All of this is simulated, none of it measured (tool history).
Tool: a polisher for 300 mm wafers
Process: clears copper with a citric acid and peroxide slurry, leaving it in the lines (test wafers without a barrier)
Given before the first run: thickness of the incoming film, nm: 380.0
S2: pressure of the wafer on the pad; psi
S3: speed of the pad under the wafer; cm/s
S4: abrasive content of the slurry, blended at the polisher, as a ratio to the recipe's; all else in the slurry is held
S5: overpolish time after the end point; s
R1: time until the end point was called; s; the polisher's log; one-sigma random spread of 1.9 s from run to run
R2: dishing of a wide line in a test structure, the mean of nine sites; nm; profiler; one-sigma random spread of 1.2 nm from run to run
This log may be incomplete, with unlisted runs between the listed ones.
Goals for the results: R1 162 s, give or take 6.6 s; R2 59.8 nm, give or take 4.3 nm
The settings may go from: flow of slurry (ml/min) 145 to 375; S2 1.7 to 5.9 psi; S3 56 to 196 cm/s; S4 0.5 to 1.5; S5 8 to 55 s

Run 1, hour 0: flow of slurry (ml/min) 240, S2 3.8 psi, S3 126 cm/s, S4 1, S5 28 s. Result: R1 92.614 s, R2 62.634 nm.
Run 2, hour 4.5: flow of slurry (ml/min) 240, S2 3.8 psi, S3 126 cm/s, S4 0.85, S5 28 s. Result: R1 92.684 s, R2 60.537 nm.
Run 3, hour 10.9: flow of slurry (ml/min) 240, S2 3.3 psi, S3 124 cm/s, S4 0.85, S5 32 s. Result: R1 113 s, R2 58.996 nm.
Run 4, hour 13.2: flow of slurry (ml/min) 240, S2 3.3 psi, S3 124 cm/s, S4 0.85, S5 40 s. Result: R1 110.94 s, R2 70.449 nm.
Run 5, hour 18.3: flow of slurry (ml/min) 240, S2 3.3 psi, S3 94 cm/s, S4 0.85, S5 40 s. Result: R1 134.4 s, R2 59.564 nm.
Run 6, hour 19.8: flow of slurry (ml/min) 240, S2 3.1 psi, S3 94 cm/s, S4 0.85, S5 42 s. Result: R1 141.96 s, R2 59.358 nm.
Run 7, hour 28.7: flow of slurry (ml/min) 240, S2 3 psi, S3 94 cm/s, S4 0.85, S5 43 s. Result: R1 144.4 s, R2 58.768 nm.
Run 8, hour 30.5: flow of slurry (ml/min) 240, S2 2.9 psi, S3 94 cm/s, S4 0.85, S5 44 s. Result: R1 153.45 s, R2 58.838 nm.
Run 9, hour 37.6: flow of slurry (ml/min) 240, S2 2.9 psi, S3 94 cm/s, S4 0.85, S5 45 s. Result: R1 152.7 s, R2 61.589 nm.
At hour 41.1: head pressure recalibrated.
Run 10, hour 41.1: flow of slurry (ml/min) 240, S2 2.8 psi, S3 94 cm/s, S4 0.85, S5 45 s. Result: R1 165.57 s, R2 55.271 nm.

Which of these 4 next moves meets every target?
Run A, hour 44.6: flow of slurry (ml/min) 195, S2 3 psi, S3 94 cm/s, S4 0.9, S5 41 s. Result: R1 ?, R2 ?.
Run B, hour 44.6: flow of slurry (ml/min) 245, S2 3 psi, S3 98 cm/s, S4 0.5, S5 40 s. Result: R1 ?, R2 ?.
Run C, hour 44.6: flow of slurry (ml/min) 170, S2 2.7 psi, S3 108 cm/s, S4 1, S5 37 s. Result: R1 ?, R2 ?.
Run D, hour 44.6: flow of slurry (ml/min) 145, S2 4 psi, S3 72 cm/s, S4 0.7, S5 48 s. Result: R1 ?, R2 ?.

move      R1      R2
   A  159.26  52.911
   B  165.38  50.481
   C  160.66  48.183
   D  158.69  61.131
A: moves away from the targets compared with the last run
B: moves away from the targets compared with the last run
C: moves away from the targets compared with the last run
D: each result inside its tolerance
Go with D: it meets all targets.
